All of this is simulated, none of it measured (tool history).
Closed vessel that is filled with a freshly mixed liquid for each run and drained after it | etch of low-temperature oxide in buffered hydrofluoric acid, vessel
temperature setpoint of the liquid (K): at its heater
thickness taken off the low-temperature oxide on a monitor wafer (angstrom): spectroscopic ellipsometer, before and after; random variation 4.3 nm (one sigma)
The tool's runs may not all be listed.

run  hour  temperature setpoint of the liquid (K)  parts of 40 % ammonium fluoride to one part of 49 % hydrofluoric acid (parts by volume)  time in the liquid (s)  thickness taken off the low-temperature oxide on a monitor wafer (angstrom)
  1   0.0                                  294.15                                                                                     15.5                     100                                                                       2003.6
  2   3.0                                  294.15                                                                                     15.5                     110                                                                       2222.5
  3  11.6                                  296.15                                                                                     14.0                     110                                                                       2716.7
  4  20.3                                  297.65                                                                                     12.5                     110                                                                       3227.9
  5  25.8                                  297.65                                                                                     16.0                     110                                                                       2574.2
  6  31.1                                  298.65                                                                                     14.0                     110                                                                       3123.2
  7  39.6                                  299.65                                                                                     13.0                     110                                                                       3602.6
  8  44.3                                  300.15                                                                                     12.5                     110                                                                       3772.3
  9  46.3                                  300.65                                                                                     12.0                     110                                                                       4130.1

The next listed run, before its measurement:
 10  49.1                                  301.15                                                                                     12.0                     110                                                                            ?

Run 10 gave thickness taken off the low-temperature oxide on a monitor wafer (angstrom) 4107.0.

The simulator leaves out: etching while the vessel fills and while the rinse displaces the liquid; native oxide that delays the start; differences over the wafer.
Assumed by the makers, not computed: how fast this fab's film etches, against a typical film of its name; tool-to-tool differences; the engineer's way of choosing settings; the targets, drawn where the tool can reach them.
